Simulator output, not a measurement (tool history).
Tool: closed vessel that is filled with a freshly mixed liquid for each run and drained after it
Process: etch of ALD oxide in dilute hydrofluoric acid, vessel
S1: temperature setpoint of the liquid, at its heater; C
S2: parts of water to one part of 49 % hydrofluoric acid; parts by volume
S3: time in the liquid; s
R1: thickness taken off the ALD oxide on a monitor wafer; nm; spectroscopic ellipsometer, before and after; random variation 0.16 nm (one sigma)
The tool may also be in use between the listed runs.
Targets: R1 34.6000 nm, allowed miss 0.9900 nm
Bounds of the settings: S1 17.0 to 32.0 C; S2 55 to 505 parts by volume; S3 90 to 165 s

run 1 hour=0.0 | S1=24.0 S2=280 S3=165 | R1=12.5110
run 2 hour=3.0 | S1=26.5 S2=225 S3=165 | R1=18.0840
run 3 hour=7.5 | S1=26.5 S2=225 S3=90 | R1=9.8180
run 4 hour=10.3 | S1=26.5 S2=225 S3=90 | R1=9.8532
run 5 hour=16.5 | S1=23.5 S2=170 S3=115 | R1=15.8200
run 6 hour=19.4 | S1=21.5 S2=130 S3=130 | R1=22.4720
run 7 hour=26.0 | S1=20.0 S2=105 S3=130 | R1=27.1060
run 8 hour=35.1 | S1=19.0 S2=95 S3=130 | R1=29.3200
run 9 hour=42.0 | S1=18.5 S2=90 S3=130 | R1=30.3070
run 10 hour=49.5 | S1=18.0 S2=85 S3=130 | R1=31.5780
run 11 hour=56.8 | S1=17.5 S2=80 S3=130 | R1=32.8630
run 12 hour=59.5 | S1=19.5 S2=75 S3=130 | R1=38.5240
run 13 hour=61.5 | S1=18.5 S2=75 S3=130 | R1=37.2400

4 next moves are on the table. One of them brings every result within its allowed miss. Which?
run A hour=63.5 | S1=20.0 S2=110 S3=165 | R1=?
run B hour=63.5 | S1=17.5 S2=95 S3=165 | R1=?
run C hour=63.5 | S1=17.5 S2=100 S3=165 | R1=?
run D hour=63.5 | S1=18.5 S2=95 S3=165 | R1=?

move=A R1=32.7390
move=B R1=34.7330
move=C R1=32.8220
move=D R1=36.2200
A: takes the result that was furthest off past its target
B: meets every target
C: takes the result that was furthest off past its target
D: nearer than the last run, and not there yet
Move B is the one to make.
